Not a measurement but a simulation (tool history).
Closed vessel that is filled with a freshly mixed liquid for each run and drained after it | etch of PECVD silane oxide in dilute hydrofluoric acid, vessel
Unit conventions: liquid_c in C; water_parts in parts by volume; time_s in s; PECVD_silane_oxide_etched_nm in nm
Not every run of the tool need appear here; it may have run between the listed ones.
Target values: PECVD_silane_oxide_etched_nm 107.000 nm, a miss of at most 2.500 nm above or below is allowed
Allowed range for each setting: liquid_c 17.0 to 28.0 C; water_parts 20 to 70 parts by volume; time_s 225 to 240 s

Run 1, hour 0.0: liquid_c 20.0 C, water_parts 40 parts by volume, time_s 225 s. Result: PECVD_silane_oxide_etched_nm 75.690 nm.
Run 2, hour 2.9: liquid_c 22.5 C, water_parts 40 parts by volume, time_s 225 s. Result: PECVD_silane_oxide_etched_nm 83.851 nm.
Run 3, hour 10.5: liquid_c 22.5 C, water_parts 55 parts by volume, time_s 225 s. Result: PECVD_silane_oxide_etched_nm 60.267 nm.
Run 4, hour 13.3: liquid_c 22.5 C, water_parts 55 parts by volume, time_s 240 s. Result: PECVD_silane_oxide_etched_nm 64.063 nm.
Run 5, hour 16.2: liquid_c 22.5 C, water_parts 55 parts by volume, time_s 225 s. Result: PECVD_silane_oxide_etched_nm 59.905 nm.
Run 6, hour 19.4: liquid_c 24.5 C, water_parts 50 parts by volume, time_s 225 s. Result: PECVD_silane_oxide_etched_nm 71.299 nm.
Run 7, hour 24.5: liquid_c 28.0 C, water_parts 35 parts by volume, time_s 225 s. Result: PECVD_silane_oxide_etched_nm 122.400 nm.
Run 8, hour 27.1: liquid_c 27.0 C, water_parts 35 parts by volume, time_s 225 s. Result: PECVD_silane_oxide_etched_nm 117.200 nm.
Run 9, hour 32.7: liquid_c 26.5 C, water_parts 35 parts by volume, time_s 225 s. Result: PECVD_silane_oxide_etched_nm 114.520 nm.
Run 10, hour 34.3: liquid_c 26.0 C, water_parts 35 parts by volume, time_s 225 s. Result: PECVD_silane_oxide_etched_nm 112.320 nm.

Which of these 4 next moves meets every target?
Run A, hour 35.9: liquid_c 27.0 C, water_parts 40 parts by volume, time_s 225 s. Result: PECVD_silane_oxide_etched_nm ?.
Run B, hour 35.9: liquid_c 25.0 C, water_parts 30 parts by volume, time_s 225 s. Result: PECVD_silane_oxide_etched_nm ?.
Run C, hour 35.9: liquid_c 23.5 C, water_parts 35 parts by volume, time_s 225 s. Result: PECVD_silane_oxide_etched_nm ?.
Run D, hour 35.9: liquid_c 25.0 C, water_parts 35 parts by volume, time_s 225 s. Result: PECVD_silane_oxide_etched_nm ?.

move  PECVD_silane_oxide_etched_nm
   A                       101.330
   B                       126.060
   C                       100.780
   D                       107.330
A: the result that was furthest off in the last run now lies on the other side of its target
B: misses by more than the last run did
C: the result that was furthest off in the last run now lies on the other side of its target
D: every result lands within tolerance
Answer: D
